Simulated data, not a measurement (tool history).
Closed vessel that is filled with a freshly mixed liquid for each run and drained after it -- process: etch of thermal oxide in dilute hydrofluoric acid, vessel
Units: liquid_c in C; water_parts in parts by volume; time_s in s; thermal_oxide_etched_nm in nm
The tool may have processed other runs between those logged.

| run | hour | liquid_c | water_parts | time_s | thermal_oxide_etched_nm |
|---|---|---|---|---|---|
| 1 | 0 | 24 | 240 | 550 | 10.408 |
| 2 | 4.4 | 25 | 240 | 550 | 10.681 |
| 3 | 12.5 | 25 | 300 | 550 | 7.9935 |
| 4 | 20.3 | 25 | 300 | 585 | 8.5592 |
| 5 | 23.3 | 26.5 | 290 | 585 | 9.5334 |
| 6 | 30.2 | 26.5 | 290 | 550 | 8.777 |
|  | 35.9 | hydrofluoric acid flow meter replaced |
| 7 | 35.9 | 28 | 280 | 550 | 8.4096 |
| 8 | 40.7 | 24 | 225 | 550 | 9.6986 |

Run 9 comes next. What will it give?
| 9 | 44.3 | 24 | 225 | 550 | ? |

For run 9 the tool returned thermal_oxide_etched_nm 9.623 nm.
